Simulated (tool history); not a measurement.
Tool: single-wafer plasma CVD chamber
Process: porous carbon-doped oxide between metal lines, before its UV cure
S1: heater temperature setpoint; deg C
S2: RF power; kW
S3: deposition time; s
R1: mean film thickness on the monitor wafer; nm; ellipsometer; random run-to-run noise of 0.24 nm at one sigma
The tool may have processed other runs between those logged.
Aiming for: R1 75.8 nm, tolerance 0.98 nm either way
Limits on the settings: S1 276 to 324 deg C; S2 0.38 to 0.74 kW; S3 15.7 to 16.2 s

| run | hour | S1 | S2 | S3 | R1 |
|---|---|---|---|---|---|
| 1 | 0 | 300 | 0.56 | 15.7 | 83.015 |
| 2 | 1.1 | 304 | 0.56 | 15.7 | 81.228 |
| 3 | 4.6 | 304 | 0.6 | 15.7 | 85.777 |
| 4 | 5.7 | 309 | 0.595 | 15.7 | 82.395 |
| 5 | 12.6 | 309 | 0.595 | 15.7 | 82.264 |
| 6 | 20 | 309 | 0.595 | 16.2 | 84.912 |
| 7 | 23.5 | 313 | 0.59 | 16.2 | 83.22 |
| 8 | 24.4 | 316 | 0.58 | 16.2 | 80.156 |
| 9 | 27.4 | 318 | 0.58 | 16.2 | 79.188 |
| 10 | 29.3 | 320 | 0.58 | 16.2 | 78.789 |
| 11 | 35 | 321 | 0.575 | 16.2 | 77.994 |
|  | 39.8 | RF generator calibrated |
| 12 | 39.8 | 322 | 0.57 | 16.2 | 79.443 |
| 13 | 45.2 | 322 | 0.555 | 16.2 | 78.393 |
| 14 | 49.6 | 322 | 0.545 | 16.2 | 77.094 |

Which of these 5 next moves meets every target?
| A | 54 | 320 | 0.53 | 16.1 | ? |
| B | 54 | 322 | 0.575 | 15.9 | ? |
| C | 54 | 322 | 0.585 | 16.1 | ? |
| D | 54 | 320 | 0.57 | 15.7 | ? |
| E | 54 | 319 | 0.51 | 16.1 | ? |

| move | R1 |
|---|---|
| A | 75.911 |
| B | 78.787 |
| C | 80.74 |
| D | 78.153 |
| E | 74.153 |
A: hits every target within its allowed miss
B: the biggest miss grows against the last run
C: the biggest miss grows against the last run
D: the biggest miss grows against the last run
E: carries the result that was furthest off beyond its target, to the other side
A is the move that brings every result within its allowed miss.
